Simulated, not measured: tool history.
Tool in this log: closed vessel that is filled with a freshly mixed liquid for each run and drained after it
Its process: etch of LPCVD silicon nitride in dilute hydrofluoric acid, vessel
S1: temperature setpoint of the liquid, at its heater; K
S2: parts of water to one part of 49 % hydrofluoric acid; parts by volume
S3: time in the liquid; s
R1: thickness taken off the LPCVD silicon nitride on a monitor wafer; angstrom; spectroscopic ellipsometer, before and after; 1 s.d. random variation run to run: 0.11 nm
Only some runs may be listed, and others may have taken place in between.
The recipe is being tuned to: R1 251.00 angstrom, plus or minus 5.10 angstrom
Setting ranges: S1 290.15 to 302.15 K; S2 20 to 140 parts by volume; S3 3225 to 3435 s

run,hour,S1,S2,S3,R1
1,0.0,294.15,75,3225,180.64
2,7.0,294.15,75,3225,181.08
3,11.4,295.15,75,3225,195.23
4,15.6,296.15,75,3225,207.54
5,18.2,296.65,75,3225,214.88
6,25.6,296.65,95,3225,170.58
7,28.4,298.15,95,3225,187.40
8,32.4,299.15,95,3225,200.06
9,35.2,299.65,95,3225,205.56
10,43.7,300.15,95,3225,214.35
11,48.8,300.65,95,3225,221.36
12,51.1,301.15,95,3225,228.68
13,55.1,301.65,95,3225,234.73
14,60.3,302.15,95,3225,242.26
15,64.7,302.15,90,3225,256.80

Which of these 5 next moves meets every target?
A,69.1,301.65,85,3310,?
B,69.1,301.65,85,3270,?
C,69.1,301.65,90,3395,?
D,69.1,299.15,75,3225,?
E,69.1,301.65,90,3380,?

move,R1
A,268.36
B,265.12
C,259.99
D,251.80
E,258.84
A: moves away from the targets compared with the last run
B: moves away from the targets compared with the last run
C: moves away from the targets compared with the last run
D: all results land within tolerance of their targets
E: moves away from the targets compared with the last run
The right move is D.
